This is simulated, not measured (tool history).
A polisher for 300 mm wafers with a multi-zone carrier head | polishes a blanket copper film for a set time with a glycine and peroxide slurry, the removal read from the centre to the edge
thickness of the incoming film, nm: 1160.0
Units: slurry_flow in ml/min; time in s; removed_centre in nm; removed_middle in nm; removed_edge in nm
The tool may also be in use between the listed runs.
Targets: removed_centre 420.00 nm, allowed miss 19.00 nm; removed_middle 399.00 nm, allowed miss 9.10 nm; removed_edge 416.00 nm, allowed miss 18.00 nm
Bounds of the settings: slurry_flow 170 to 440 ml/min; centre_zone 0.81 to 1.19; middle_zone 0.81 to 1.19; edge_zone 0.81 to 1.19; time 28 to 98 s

{"run": 1, "hour": 0.0, "slurry_flow": 280, "centre_zone": 1.0, "middle_zone": 1.0, "edge_zone": 1.0, "time": 63, "removed_centre": 351.91, "removed_middle": 353.83, "removed_edge": 350.9}
{"run": 2, "hour": 1.3, "slurry_flow": 280, "centre_zone": 1.0, "middle_zone": 1.0, "edge_zone": 0.92, "time": 63, "removed_centre": 355.29, "removed_middle": 354.13, "removed_edge": 333.16}
{"run": 3, "hour": 5.4, "slurry_flow": 295, "centre_zone": 1.03, "middle_zone": 1.01, "edge_zone": 0.99, "time": 64, "removed_centre": 378.18, "removed_middle": 365.59, "removed_edge": 355.9}
{"run": 4, "hour": 10.0, "slurry_flow": 295, "centre_zone": 1.03, "middle_zone": 1.07, "edge_zone": 0.99, "time": 64, "removed_centre": 373.6, "removed_middle": 382.04, "removed_edge": 356.5}
{"run": 5, "hour": 18.5, "slurry_flow": 295, "centre_zone": 1.03, "middle_zone": 1.14, "edge_zone": 0.99, "time": 64, "removed_centre": 367.74, "removed_middle": 402.69, "removed_edge": 349.33}
{"run": 6, "hour": 27.3, "slurry_flow": 305, "centre_zone": 1.05, "middle_zone": 1.12, "edge_zone": 1.05, "time": 65, "removed_centre": 391.45, "removed_middle": 404.95, "removed_edge": 365.3}
{"run": 7, "hour": 28.8, "slurry_flow": 305, "centre_zone": 1.04, "middle_zone": 1.09, "edge_zone": 1.08, "time": 66, "removed_centre": 392.09, "removed_middle": 402.01, "removed_edge": 377.62}
{"run": 8, "hour": 37.6, "slurry_flow": 305, "centre_zone": 1.04, "middle_zone": 1.09, "edge_zone": 1.08, "time": 66, "removed_centre": 392.76, "removed_middle": 400.31, "removed_edge": 386.54}
{"run": 9, "hour": 46.1, "slurry_flow": 310, "centre_zone": 1.05, "middle_zone": 1.08, "edge_zone": 1.1, "time": 66, "removed_centre": 396.68, "removed_middle": 399.14, "removed_edge": 383.13}
{"run": 10, "hour": 51.1, "slurry_flow": 310, "centre_zone": 1.05, "middle_zone": 1.08, "edge_zone": 1.1, "time": 66, "removed_centre": 394.23, "removed_middle": 396.84, "removed_edge": 386.94}

5 next moves are on the table. One of them brings every result within its allowed miss. Which?
{"run": "A", "hour": 56.1, "slurry_flow": 340, "centre_zone": 1.17, "middle_zone": 1.11, "edge_zone": 1.05, "time": 62, "removed_centre": "?", "removed_middle": "?", "removed_edge": "?"}
{"run": "B", "hour": 56.1, "slurry_flow": 335, "centre_zone": 1.01, "middle_zone": 1.09, "edge_zone": 1.14, "time": 65, "removed_centre": "?", "removed_middle": "?", "removed_edge": "?"}
{"run": "C", "hour": 56.1, "slurry_flow": 235, "centre_zone": 0.9, "middle_zone": 1.03, "edge_zone": 1.19, "time": 70, "removed_centre": "?", "removed_middle": "?", "removed_edge": "?"}
{"run": "D", "hour": 56.1, "slurry_flow": 285, "centre_zone": 0.95, "middle_zone": 1.07, "edge_zone": 1.11, "time": 67, "removed_centre": "?", "removed_middle": "?", "removed_edge": "?"}
{"run": "E", "hour": 56.1, "slurry_flow": 290, "centre_zone": 1.06, "middle_zone": 1.02, "edge_zone": 1.13, "time": 70, "removed_centre": "?", "removed_middle": "?", "removed_edge": "?"}

move=A removed_centre=411.21 removed_middle=384.68 removed_edge=354.67
move=B removed_centre=371.16 removed_middle=396.80 removed_edge=387.28
move=C removed_centre=340.04 removed_middle=391.22 removed_edge=413.88
move=D removed_centre=353.15 removed_middle=396.18 removed_edge=388.98
move=E removed_centre=412.76 removed_middle=397.94 removed_edge=410.99
A: further off than the last run
B: further off than the last run
C: brings the result that was furthest off to its target, and leaves another outside
D: further off than the last run
E: meets every target
Answer: E
